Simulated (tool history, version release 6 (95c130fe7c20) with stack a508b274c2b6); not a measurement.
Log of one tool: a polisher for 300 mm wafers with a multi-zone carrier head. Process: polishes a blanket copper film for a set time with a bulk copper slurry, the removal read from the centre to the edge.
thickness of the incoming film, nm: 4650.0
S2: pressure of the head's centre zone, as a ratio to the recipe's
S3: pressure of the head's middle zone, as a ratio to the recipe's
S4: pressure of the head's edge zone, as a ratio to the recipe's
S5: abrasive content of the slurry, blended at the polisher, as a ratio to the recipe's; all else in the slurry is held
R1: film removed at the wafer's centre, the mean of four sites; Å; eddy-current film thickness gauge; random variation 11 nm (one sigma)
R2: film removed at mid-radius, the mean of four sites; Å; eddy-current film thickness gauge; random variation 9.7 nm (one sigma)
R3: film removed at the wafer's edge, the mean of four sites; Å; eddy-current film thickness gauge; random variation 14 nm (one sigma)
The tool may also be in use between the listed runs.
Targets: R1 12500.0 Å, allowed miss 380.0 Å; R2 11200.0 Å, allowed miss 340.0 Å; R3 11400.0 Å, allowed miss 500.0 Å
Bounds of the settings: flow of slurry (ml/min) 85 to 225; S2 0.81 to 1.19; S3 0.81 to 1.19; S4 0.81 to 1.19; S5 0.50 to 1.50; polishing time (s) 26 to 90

Run 1, day 0.000: flow of slurry (ml/min) 145, S2 1.00, S3 1.00, S4 1.00, S5 1.00, polishing time (s) 58. Result: R1 7554.7 Å, R2 7706.0 Å, R3 7889.5 Å.
Run 2, day 0.342: flow of slurry (ml/min) 145, S2 1.00, S3 0.93, S4 1.00, S5 1.00, polishing time (s) 58. Result: R1 7598.3 Å, R2 7323.0 Å, R3 7891.5 Å.
Run 3, day 0.638: flow of slurry (ml/min) 145, S2 1.00, S3 0.93, S4 1.05, S5 1.00, polishing time (s) 58. Result: R1 7459.5 Å, R2 7279.7 Å, R3 7817.8 Å.
Run 4, day 0.788: flow of slurry (ml/min) 145, S2 1.00, S3 0.93, S4 1.05, S5 1.00, polishing time (s) 64. Result: R1 8364.3 Å, R2 8181.8 Å, R3 8757.8 Å.
Run 5, day 1.050: flow of slurry (ml/min) 145, S2 1.00, S3 0.87, S4 1.05, S5 1.00, polishing time (s) 64. Result: R1 8288.3 Å, R2 7673.5 Å, R3 8599.9 Å.
Run 6, day 1.117: flow of slurry (ml/min) 150, S2 1.02, S3 0.89, S4 1.06, S5 1.10, polishing time (s) 65. Result: R1 8775.4 Å, R2 8101.3 Å, R3 9159.9 Å.
Run 7, day 1.179: flow of slurry (ml/min) 160, S2 1.05, S3 0.93, S4 1.05, S5 1.15, polishing time (s) 66. Result: R1 9507.7 Å, R2 8833.9 Å, R3 9415.2 Å.
Run 8, day 1.525: flow of slurry (ml/min) 165, S2 1.07, S3 0.94, S4 1.06, S5 1.20, polishing time (s) 67. Result: R1 10052.0 Å, R2 9130.3 Å, R3 9691.4 Å.
Run 9, day 1.746: flow of slurry (ml/min) 170, S2 1.08, S3 0.95, S4 1.07, S5 1.25, polishing time (s) 68. Result: R1 10184.0 Å, R2 9341.1 Å, R3 9699.1 Å.
Run 10, day 2.000: flow of slurry (ml/min) 170, S2 1.09, S3 0.95, S4 1.07, S5 1.25, polishing time (s) 70. Result: R1 10717.0 Å, R2 9707.8 Å, R3 10489.0 Å.
Run 11, day 2.042: flow of slurry (ml/min) 175, S2 1.10, S3 0.96, S4 1.07, S5 1.30, polishing time (s) 70. Result: R1 10895.0 Å, R2 9866.1 Å, R3 10389.0 Å.
Run 12, day 2.308: flow of slurry (ml/min) 180, S2 1.11, S3 0.97, S4 1.07, S5 1.35, polishing time (s) 71. Result: R1 11329.0 Å, R2 10157.0 Å, R3 10660.0 Å.
Run 13, day 2.633: flow of slurry (ml/min) 185, S2 1.12, S3 0.98, S4 1.07, S5 1.35, polishing time (s) 71. Result: R1 11392.0 Å, R2 10305.0 Å, R3 10694.0 Å.
Run 14, day 2.717: flow of slurry (ml/min) 185, S2 1.13, S3 0.99, S4 1.07, S5 1.40, polishing time (s) 71. Result: R1 11809.0 Å, R2 10394.0 Å, R3 10714.0 Å.
Run 15, day 2.875: flow of slurry (ml/min) 190, S2 1.13, S3 1.00, S4 1.08, S5 1.40, polishing time (s) 71. Result: R1 11792.0 Å, R2 10618.0 Å, R3 10796.0 Å.
Run 16, day 3.167: flow of slurry (ml/min) 195, S2 1.13, S3 1.00, S4 1.09, S5 1.40, polishing time (s) 71. Result: R1 12054.0 Å, R2 10676.0 Å, R3 10908.0 Å.
Run 17, day 3.454: flow of slurry (ml/min) 200, S2 1.13, S3 1.00, S4 1.10, S5 1.40, polishing time (s) 71. Result: R1 11851.0 Å, R2 10733.0 Å, R3 11025.0 Å.
Run 18, day 3.596: flow of slurry (ml/min) 205, S2 1.15, S3 1.01, S4 1.11, S5 1.45, polishing time (s) 71. Result: R1 12107.0 Å, R2 10793.0 Å, R3 10932.0 Å.

5 next moves are on the table. One of them brings every result within its allowed miss. Which?
Run A, day 3.738: flow of slurry (ml/min) 180, S2 1.10, S3 1.03, S4 1.18, S5 1.50, polishing time (s) 73. Result: R1 ?, R2 ?, R3 ?.
Run B, day 3.738: flow of slurry (ml/min) 220, S2 1.18, S3 1.08, S4 1.19, S5 1.35, polishing time (s) 71. Result: R1 ?, R2 ?, R3 ?.
Run C, day 3.738: flow of slurry (ml/min) 205, S2 1.13, S3 0.86, S4 1.12, S5 1.50, polishing time (s) 73. Result: R1 ?, R2 ?, R3 ?.
Run D, day 3.738: flow of slurry (ml/min) 215, S2 1.19, S3 1.11, S4 0.98, S5 1.50, polishing time (s) 68. Result: R1 ?, R2 ?, R3 ?.
Run E, day 3.738: flow of slurry (ml/min) 145, S2 1.13, S3 0.94, S4 1.08, S5 1.50, polishing time (s) 77. Result: R1 ?, R2 ?, R3 ?.

move       R1       R2       R3
   A  11818.0  11164.0  11591.0
   B  12494.0  11291.0  11322.0
   C  12412.0  10188.0  11521.0
   D  12289.0  11216.0  10177.0
   E  12218.0  10666.0  11428.0
A: brings the result that was furthest off to its target, and leaves another outside
B: meets every target
C: further off than the last run
D: brings the result that was furthest off to its target, and leaves another outside
E: further off than the last run
Move B is the one to make.
